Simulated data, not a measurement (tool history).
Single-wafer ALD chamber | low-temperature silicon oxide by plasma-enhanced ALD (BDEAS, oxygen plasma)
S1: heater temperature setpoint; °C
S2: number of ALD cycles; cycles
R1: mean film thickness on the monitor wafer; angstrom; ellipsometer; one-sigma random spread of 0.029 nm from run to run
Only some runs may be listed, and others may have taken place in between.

run 1 hour=0 | S1=90 S2=60 | R1=83.125
run 2 hour=7.6 | S1=88 S2=63 | R1=87.695
run 3 hour=16 | S1=86 S2=66 | R1=92.378
run 4 hour=17.2 | S1=85 S2=68 | R1=95.55
run 5 hour=23.3 | S1=84 S2=70 | R1=99.01
run 6 hour=30.2 | S1=83 S2=71 | R1=100.22

For run 7, what comes out?
run 7 hour=38 | S1=83 S2=71 | R1=?

R1: 100.56 angstrom

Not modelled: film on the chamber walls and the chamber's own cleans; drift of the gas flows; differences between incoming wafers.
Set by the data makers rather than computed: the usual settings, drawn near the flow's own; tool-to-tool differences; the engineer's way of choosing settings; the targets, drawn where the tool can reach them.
